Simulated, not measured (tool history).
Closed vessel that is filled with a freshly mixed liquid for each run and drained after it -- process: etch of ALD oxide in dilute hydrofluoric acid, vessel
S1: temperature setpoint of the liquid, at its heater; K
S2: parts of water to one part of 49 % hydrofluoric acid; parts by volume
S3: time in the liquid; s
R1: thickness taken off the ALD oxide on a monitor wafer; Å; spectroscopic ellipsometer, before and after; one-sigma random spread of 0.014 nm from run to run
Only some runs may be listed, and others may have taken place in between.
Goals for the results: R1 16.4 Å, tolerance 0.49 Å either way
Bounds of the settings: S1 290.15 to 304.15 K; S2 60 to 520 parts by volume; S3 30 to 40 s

run 1 hour=0 | S1=296.15 S2=290 S3=40 | R1=24.484
run 2 hour=3.5 | S1=296.15 S2=245 S3=40 | R1=30.595
run 3 hour=6.2 | S1=295.15 S2=260 S3=40 | R1=27.444
run 4 hour=14 | S1=294.65 S2=270 S3=40 | R1=25.826
run 5 hour=17.5 | S1=294.65 S2=270 S3=30 | R1=19.183
run 6 hour=26.1 | S1=294.15 S2=270 S3=30 | R1=18.668
run 7 hour=28.1 | S1=293.65 S2=270 S3=30 | R1=18.419
run 8 hour=33.4 | S1=290.15 S2=275 S3=30 | R1=15.659

Consider the 5 candidate settings below. Which is the only one whose results all fall within their allowed miss of target?
run A hour=38.7 | S1=290.15 S2=265 S3=30 | R1=?
run B hour=38.7 | S1=290.15 S2=255 S3=30 | R1=?
run C hour=38.7 | S1=290.65 S2=260 S3=30 | R1=?
run D hour=38.7 | S1=292.65 S2=310 S3=30 | R1=?
run E hour=38.7 | S1=291.15 S2=325 S3=40 | R1=?

move=A R1=16.305
move=B R1=17.084
move=C R1=17.02
move=D R1=14.788
move=E R1=17.555
A: in spec on every target
B: takes the result that was furthest off past its target
C: takes the result that was furthest off past its target
D: further off than the last run
E: takes the result that was furthest off past its target
Correct choice: A, which meets every target

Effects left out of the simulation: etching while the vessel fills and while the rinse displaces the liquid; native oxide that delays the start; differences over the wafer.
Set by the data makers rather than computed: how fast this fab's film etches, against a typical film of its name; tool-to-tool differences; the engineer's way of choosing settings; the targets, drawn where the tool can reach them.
